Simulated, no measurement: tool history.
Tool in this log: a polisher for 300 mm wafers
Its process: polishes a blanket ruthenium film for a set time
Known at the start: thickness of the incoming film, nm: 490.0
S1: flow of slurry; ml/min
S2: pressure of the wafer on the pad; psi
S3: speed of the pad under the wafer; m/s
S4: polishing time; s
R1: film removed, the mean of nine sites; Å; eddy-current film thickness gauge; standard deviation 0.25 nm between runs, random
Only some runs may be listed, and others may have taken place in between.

run  hour   S1   S2    S3  S4      R1
  1   0.0  195  2.0  1.04  25  292.10
  2   6.4  195  1.8  1.04  25  270.23
  3  12.4  195  1.6  1.04  25  254.34
  4  17.6  195  1.3  1.04  25  214.66
  5  24.8  195  1.0  1.04  25  179.38
  6  32.9  195  1.4  1.04  25  221.99

Estimate the outcome of run 7 from the log above:
  7  40.2  195  1.3  1.04  25   ?

Run 7 yielded R1 216.21 Å.
